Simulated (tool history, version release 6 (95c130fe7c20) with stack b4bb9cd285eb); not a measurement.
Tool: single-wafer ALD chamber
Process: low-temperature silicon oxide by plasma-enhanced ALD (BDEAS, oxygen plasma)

run,hour,heater temperature setpoint (deg C),number of ALD cycles (cycles),mean film thickness on the monitor wafer (Å)
1,0,95,51,81.141
2,6.7,92,52,83.609
3,13.1,89,53,86.121
4,14,79,53,88.648
5,20.1,78,54,90.148
6,23.7,78,51,85.369
7,26.8,77,52,87.634

Forecast run 8:
8,33.2,76,53,?

Run 8 gave mean film thickness on the monitor wafer (Å) 89.302.

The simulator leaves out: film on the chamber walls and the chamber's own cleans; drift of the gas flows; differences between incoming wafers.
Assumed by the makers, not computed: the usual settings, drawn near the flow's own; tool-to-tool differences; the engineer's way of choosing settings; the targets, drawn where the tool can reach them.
